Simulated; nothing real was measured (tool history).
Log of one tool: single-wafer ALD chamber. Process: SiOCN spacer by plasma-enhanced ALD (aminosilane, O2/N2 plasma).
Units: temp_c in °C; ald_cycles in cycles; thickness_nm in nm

| run | hour | temp_c | ald_cycles | thickness_nm |
|---|---|---|---|---|
| 1 | 0 | 390 | 36 | 2.2783 |
| 2 | 1.1 | 390 | 35 | 2.2364 |
| 3 | 6.7 | 382 | 35 | 2.2224 |
| 4 | 10 | 382 | 39 | 2.4816 |
| 5 | 16.6 | 382 | 37 | 2.3484 |
| 6 | 21.6 | 376 | 37 | 2.3485 |
| 7 | 26.5 | 376 | 31 | 1.9691 |

Run 8 comes next. What will it give?
| 8 | 34.6 | 376 | 30 | ? |

{"run 8": {"thickness_nm": 1.9164}}
